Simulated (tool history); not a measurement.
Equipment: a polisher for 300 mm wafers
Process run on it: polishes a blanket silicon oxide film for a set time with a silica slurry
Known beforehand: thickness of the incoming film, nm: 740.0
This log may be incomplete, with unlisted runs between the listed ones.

run	hour	flow of slurry (ml/min)	pressure of the wafer on the pad (psi)	speed of the pad under the wafer (m/s)	abrasive content of the slurry	polishing time (s)	film removed (nm)
1	0.0	215	3.9	1.38	1.00	44	185.50
2	8.2	180	3.9	1.38	1.00	44	179.15
3	15.0	180	3.9	1.38	1.00	39	159.85
4	16.9	200	4.2	1.38	1.00	39	173.57
5	23.4	210	4.6	1.40	1.00	39	191.66
6	31.8	210	4.6	1.40	0.85	39	173.68
7	35.5	210	4.6	1.40	0.85	39	173.75
8	41.6	220	4.9	1.46	0.85	39	192.85
9	46.7	225	5.1	1.50	0.85	39	204.92
10	48.3	230	5.3	1.54	0.85	39	215.45
11	55.3	235	5.5	1.58	0.85	39	232.03

Run 12 comes next. What will it give?
12	60.4	235	5.6	1.60	0.85	39	?

Run 12 produced film removed (nm) 228.61.
